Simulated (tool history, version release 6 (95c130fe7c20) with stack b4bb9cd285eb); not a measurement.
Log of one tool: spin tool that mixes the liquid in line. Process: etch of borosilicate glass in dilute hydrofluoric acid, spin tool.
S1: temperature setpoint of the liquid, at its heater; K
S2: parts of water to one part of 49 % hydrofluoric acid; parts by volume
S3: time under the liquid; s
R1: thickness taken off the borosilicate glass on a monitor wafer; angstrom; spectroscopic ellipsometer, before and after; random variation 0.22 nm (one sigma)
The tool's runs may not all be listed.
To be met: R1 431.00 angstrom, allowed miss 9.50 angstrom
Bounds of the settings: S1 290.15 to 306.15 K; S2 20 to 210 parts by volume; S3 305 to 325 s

Run 1, hour 0.0: S1 298.15 K, S2 115 parts by volume, S3 305 s. Result: R1 637.17 angstrom.
Run 2, hour 8.7: S1 298.15 K, S2 115 parts by volume, S3 325 s. Result: R1 686.61 angstrom.
Run 3, hour 11.8: S1 298.15 K, S2 95 parts by volume, S3 325 s. Result: R1 847.13 angstrom.
Run 4, hour 13.7: S1 298.15 K, S2 95 parts by volume, S3 325 s. Result: R1 847.04 angstrom.
Run 5, hour 20.1: S1 298.15 K, S2 95 parts by volume, S3 305 s. Result: R1 789.83 angstrom.
Run 6, hour 26.3: S1 300.15 K, S2 95 parts by volume, S3 305 s. Result: R1 852.10 angstrom.
Run 7, hour 33.4: S1 298.15 K, S2 100 parts by volume, S3 305 s. Result: R1 751.65 angstrom.
Run 8, hour 37.7: S1 296.65 K, S2 105 parts by volume, S3 305 s. Result: R1 676.15 angstrom.
Run 9, hour 40.3: S1 292.65 K, S2 130 parts by volume, S3 305 s. Result: R1 446.19 angstrom.

4 next moves are on the table. One of them brings every result within its allowed miss. Which?
Run A, hour 42.9: S1 290.15 K, S2 130 parts by volume, S3 305 s. Result: R1 ?.
Run B, hour 42.9: S1 290.15 K, S2 130 parts by volume, S3 325 s. Result: R1 ?.
Run C, hour 42.9: S1 294.65 K, S2 145 parts by volume, S3 325 s. Result: R1 ?.
Run D, hour 42.9: S1 292.15 K, S2 135 parts by volume, S3 325 s. Result: R1 ?.

move      R1
   A  401.55
   B  427.88
   C  452.98
   D  444.99
A: takes the result that was furthest off past its target
B: meets every target
C: further off than the last run
D: nearer than the last run, and not there yet
The right move is B.
